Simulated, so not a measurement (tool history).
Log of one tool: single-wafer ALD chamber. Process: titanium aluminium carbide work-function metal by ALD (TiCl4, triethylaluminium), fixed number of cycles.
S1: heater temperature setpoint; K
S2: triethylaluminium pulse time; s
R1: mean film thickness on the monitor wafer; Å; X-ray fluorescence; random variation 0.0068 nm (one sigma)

{"run": 1, "hour": 0.0, "S1": 553.15, "S2": 15.07, "R1": 20.668}
{"run": 2, "hour": 5.9, "S1": 550.15, "S2": 13.67, "R1": 20.053}
{"run": 3, "hour": 14.6, "S1": 547.15, "S2": 12.47, "R1": 19.666}
{"run": 4, "hour": 17.3, "S1": 540.15, "S2": 12.47, "R1": 18.899}
{"run": 5, "hour": 25.4, "S1": 538.15, "S2": 11.45, "R1": 18.177}
{"run": 6, "hour": 30.6, "S1": 537.15, "S2": 10.63, "R1": 17.987}

Run 7 comes next. What will it give?
{"run": 7, "hour": 39.6, "S1": 536.15, "S2": 9.92, "R1": "?"}

Run 7 gave R1 17.267 Å.

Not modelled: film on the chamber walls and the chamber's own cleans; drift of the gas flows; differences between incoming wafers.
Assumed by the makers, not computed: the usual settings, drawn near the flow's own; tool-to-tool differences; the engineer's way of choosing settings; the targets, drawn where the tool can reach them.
